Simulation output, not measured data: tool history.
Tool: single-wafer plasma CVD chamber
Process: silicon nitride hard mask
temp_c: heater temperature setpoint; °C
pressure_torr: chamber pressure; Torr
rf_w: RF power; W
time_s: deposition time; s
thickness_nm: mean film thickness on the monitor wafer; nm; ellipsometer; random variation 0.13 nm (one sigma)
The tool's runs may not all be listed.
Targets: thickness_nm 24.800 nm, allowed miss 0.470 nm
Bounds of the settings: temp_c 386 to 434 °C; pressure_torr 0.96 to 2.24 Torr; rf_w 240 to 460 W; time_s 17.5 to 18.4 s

{"run": 1, "day": 0.0, "temp_c": 410, "pressure_torr": 1.6, "rf_w": 350, "time_s": 18.4, "thickness_nm": 22.922}
{"run": 2, "day": 0.354, "temp_c": 410, "pressure_torr": 1.85, "rf_w": 350, "time_s": 18.4, "thickness_nm": 23.232}
{"run": 3, "day": 0.567, "temp_c": 410, "pressure_torr": 1.96, "rf_w": 350, "time_s": 18.4, "thickness_nm": 23.563}
{"run": 4, "day": 0.612, "temp_c": 410, "pressure_torr": 1.98, "rf_w": 355, "time_s": 18.4, "thickness_nm": 23.872}
{"run": 5, "day": 0.692, "temp_c": 410, "pressure_torr": 2.0, "rf_w": 355, "time_s": 18.4, "thickness_nm": 23.865}
{"run": 6, "day": 0.988, "temp_c": 410, "pressure_torr": 1.84, "rf_w": 355, "time_s": 18.4, "thickness_nm": 23.632}
{"run": 7, "day": 1.096, "temp_c": 410, "pressure_torr": 1.86, "rf_w": 360, "time_s": 18.4, "thickness_nm": 23.953}
{"run": 8, "day": 1.121, "temp_c": 410, "pressure_torr": 1.88, "rf_w": 360, "time_s": 18.4, "thickness_nm": 23.879}

Which of these 5 next moves meets every target?
{"run": "A", "day": 1.146, "temp_c": 391, "pressure_torr": 1.85, "rf_w": 390, "time_s": 18.2, "thickness_nm": "?"}
{"run": "B", "day": 1.146, "temp_c": 414, "pressure_torr": 1.67, "rf_w": 375, "time_s": 18.2, "thickness_nm": "?"}
{"run": "C", "day": 1.146, "temp_c": 404, "pressure_torr": 1.74, "rf_w": 375, "time_s": 17.5, "thickness_nm": "?"}
{"run": "D", "day": 1.146, "temp_c": 416, "pressure_torr": 1.7, "rf_w": 375, "time_s": 18.4, "thickness_nm": "?"}
{"run": "E", "day": 1.146, "temp_c": 412, "pressure_torr": 1.77, "rf_w": 380, "time_s": 17.5, "thickness_nm": "?"}

move=A thickness_nm=24.630
move=B thickness_nm=23.408
move=C thickness_nm=22.770
move=D thickness_nm=23.725
move=E thickness_nm=22.950
A: meets every target
B: further off than the last run
C: further off than the last run
D: further off than the last run
E: further off than the last run
The right move is A.
